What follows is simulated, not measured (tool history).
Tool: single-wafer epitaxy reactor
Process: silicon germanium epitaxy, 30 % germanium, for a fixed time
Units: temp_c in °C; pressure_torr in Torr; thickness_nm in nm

run 1 hour=0 | temp_c=600 pressure_torr=21.1 | thickness_nm=58.893
run 2 hour=8.7 | temp_c=609 pressure_torr=21.1 | thickness_nm=68.89
run 3 hour=14.1 | temp_c=602 pressure_torr=20.9 | thickness_nm=60.645
run 4 hour=18.3 | temp_c=602 pressure_torr=23.6 | thickness_nm=64.163
run 5 hour=24.8 | temp_c=602 pressure_torr=25.7 | thickness_nm=66.498
run 6 hour=29.5 | temp_c=596 pressure_torr=25 | thickness_nm=58.131

Run 7 comes next. What will it give?
run 7 hour=38.2 | temp_c=592 pressure_torr=24.9 | thickness_nm=?

{"run 7": {"thickness_nm": 53.59}}
